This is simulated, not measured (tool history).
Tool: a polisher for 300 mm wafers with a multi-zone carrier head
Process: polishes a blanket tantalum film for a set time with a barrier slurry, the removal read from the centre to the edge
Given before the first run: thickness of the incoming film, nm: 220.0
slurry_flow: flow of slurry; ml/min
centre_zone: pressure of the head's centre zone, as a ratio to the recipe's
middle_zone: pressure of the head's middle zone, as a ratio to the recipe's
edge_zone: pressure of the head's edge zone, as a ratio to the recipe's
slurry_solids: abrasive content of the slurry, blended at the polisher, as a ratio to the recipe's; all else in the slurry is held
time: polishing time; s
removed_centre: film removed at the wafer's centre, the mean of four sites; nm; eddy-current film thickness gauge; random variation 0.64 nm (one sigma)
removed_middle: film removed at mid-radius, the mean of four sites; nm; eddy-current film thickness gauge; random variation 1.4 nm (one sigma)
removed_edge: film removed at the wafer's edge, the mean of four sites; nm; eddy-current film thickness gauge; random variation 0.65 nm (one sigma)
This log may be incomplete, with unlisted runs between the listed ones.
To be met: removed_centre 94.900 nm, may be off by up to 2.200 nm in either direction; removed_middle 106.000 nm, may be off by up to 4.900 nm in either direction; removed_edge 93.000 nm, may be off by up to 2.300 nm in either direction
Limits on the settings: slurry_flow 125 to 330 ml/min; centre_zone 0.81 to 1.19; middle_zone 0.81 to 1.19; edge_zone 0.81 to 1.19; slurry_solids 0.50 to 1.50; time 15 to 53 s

run,hour,slurry_flow,centre_zone,middle_zone,edge_zone,slurry_solids,time,removed_centre,removed_middle,removed_edge
1,0.0,210,1.00,1.00,1.00,1.00,34,79.482,78.043,80.887
2,2.4,260,1.00,1.00,1.00,1.00,34,81.832,80.950,83.148
3,8.5,265,1.01,1.02,1.01,1.00,34,83.863,82.039,83.307
4,10.8,265,1.01,0.95,1.01,1.00,34,83.229,78.437,83.561
5,14.6,270,1.01,0.97,1.01,1.05,34,83.920,80.899,84.633
6,22.2,275,1.01,0.99,1.01,1.10,34,86.672,82.863,85.979
7,26.5,275,1.01,0.99,1.01,1.10,34,86.917,85.224,85.184
8,34.4,280,1.01,1.01,1.02,1.10,34,87.198,85.679,84.867
9,35.9,280,1.00,1.02,1.02,1.15,34,87.168,84.220,87.065

Consider the 5 candidate settings below. Which is the only one whose results all fall within their allowed miss of target?
A,37.4,240,0.91,0.96,1.17,1.30,33,?,?,?
B,37.4,265,1.13,0.86,1.15,1.45,32,?,?,?
C,37.4,325,0.96,1.11,0.90,1.05,39,?,?,?
D,37.4,290,0.96,1.00,1.10,0.90,40,?,?,?
E,37.4,315,0.90,1.15,0.92,0.85,35,?,?,?

move,removed_centre,removed_middle,removed_edge
A,77.415,81.090,91.055
B,96.922,74.368,90.846
C,94.715,105.860,94.519
D,91.523,93.756,98.759
E,74.381,91.492,79.823
A: its largest miss is bigger than the last run's
B: its largest miss is bigger than the last run's
C: all results in spec
D: better than the last run, though not everything is in spec
E: its largest miss is bigger than the last run's
The right move is C.
